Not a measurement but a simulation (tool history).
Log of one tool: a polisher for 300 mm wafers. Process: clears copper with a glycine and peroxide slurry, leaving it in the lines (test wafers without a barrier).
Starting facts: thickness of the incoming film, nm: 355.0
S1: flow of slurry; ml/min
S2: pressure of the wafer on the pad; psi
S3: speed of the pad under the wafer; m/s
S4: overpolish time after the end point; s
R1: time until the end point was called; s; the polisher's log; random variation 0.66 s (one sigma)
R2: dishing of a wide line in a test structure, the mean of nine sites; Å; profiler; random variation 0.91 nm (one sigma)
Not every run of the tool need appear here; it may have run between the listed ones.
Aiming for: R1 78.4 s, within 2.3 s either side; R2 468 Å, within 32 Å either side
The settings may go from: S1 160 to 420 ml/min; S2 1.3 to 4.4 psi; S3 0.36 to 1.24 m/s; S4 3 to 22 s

run	hour	S1	S2	S3	S4	R1	R2
1	0	270	2.8	0.8	11	80.956	324.65
2	8.6	270	2.8	0.8	12	80.331	347.22
3	15.4	270	2.8	0.8	13	80.423	378.54
4	17.8	270	2.8	0.8	14	81.197	402.08
5	19.8	270	2.2	0.8	14	97.136	341.13
6	21.1	270	2.2	0.94	14	87.104	366.62
7	22.7	270	2.3	0.94	14	84.076	383.52
8	25.1	270	2.3	0.94	14	84.133	373.99
9	34	270	2.4	0.94	15	81.366	416.52

Of the 4 settings listed for the next run, only one would bring every result within its allowed miss of target. Which one?
A	42.9	245	2.4	1	14	?	?
B	42.9	240	2.2	0.98	16	?	?
C	42.9	265	2.7	0.88	17	?	?
D	42.9	245	2.6	1	16	?	?

move	R1	R2
A	79.249	415.53
B	85.877	433.43
C	78.635	496.69
D	74.548	491.47
A: no better and no worse than the last run
B: its largest miss is bigger than the last run's
C: all results in spec
D: meets the target for the result that was furthest off, but another lies outside its allowed miss
Answer: C

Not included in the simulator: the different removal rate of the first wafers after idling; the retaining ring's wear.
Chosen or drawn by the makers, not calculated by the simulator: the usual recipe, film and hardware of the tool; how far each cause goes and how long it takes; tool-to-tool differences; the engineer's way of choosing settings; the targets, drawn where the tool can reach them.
